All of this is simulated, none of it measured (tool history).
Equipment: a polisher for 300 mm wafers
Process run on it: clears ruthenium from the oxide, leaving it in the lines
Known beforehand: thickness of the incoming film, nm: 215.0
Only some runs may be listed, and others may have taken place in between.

run,hour,flow of slurry (ml/min),pressure of the wafer on the pad (psi),speed of the pad under the wafer (m/s),overpolish time after the end point (s),time until the end point was called (s)
1,0,225,2.8,0.84,4,192.95
2,1.9,225,3.4,0.84,4,162.37
3,6.4,250,3.4,0.84,4,162.85
4,8.1,250,3.4,0.84,4,159.72
5,12.2,250,3.4,0.84,4,162.16
6,14.4,250,3.7,0.84,4,147.55
7,19.5,250,3.6,0.84,4,151.73
8,22.8,250,3.6,0.84,4,152.76
9,30,250,3.5,0.84,4,155.27
10,30.8,250,3.4,0.84,4,163
11,34.3,250,3.3,0.84,4,163.37

What does the tool deliver on the next run?
12,36.9,250,3.3,0.84,4,?

time until the end point was called (s): 166.49
